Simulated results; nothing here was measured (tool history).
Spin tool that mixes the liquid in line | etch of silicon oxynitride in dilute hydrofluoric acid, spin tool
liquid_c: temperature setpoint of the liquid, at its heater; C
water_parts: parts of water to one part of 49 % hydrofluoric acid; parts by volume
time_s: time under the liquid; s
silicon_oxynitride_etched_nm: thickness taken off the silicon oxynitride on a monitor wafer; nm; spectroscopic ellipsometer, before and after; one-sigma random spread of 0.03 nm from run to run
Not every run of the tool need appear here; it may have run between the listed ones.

run 1 hour=0 | liquid_c=22 water_parts=70 time_s=95 | silicon_oxynitride_etched_nm=2.3808
run 2 hour=2.8 | liquid_c=22 water_parts=80 time_s=95 | silicon_oxynitride_etched_nm=2.0846
run 3 hour=5.2 | liquid_c=22 water_parts=80 time_s=95 | silicon_oxynitride_etched_nm=2.1373
run 4 hour=14 | liquid_c=18.5 water_parts=80 time_s=95 | silicon_oxynitride_etched_nm=1.7445
run 5 hour=15.9 | liquid_c=17 water_parts=80 time_s=95 | silicon_oxynitride_etched_nm=1.6295
run 6 hour=18.5 | liquid_c=17 water_parts=105 time_s=95 | silicon_oxynitride_etched_nm=1.2316

Estimate the outcome of run 7 from the log above:
run 7 hour=25 | liquid_c=20 water_parts=100 time_s=95 | silicon_oxynitride_etched_nm=?

{"run 7": {"silicon_oxynitride_etched_nm": 1.4846}}
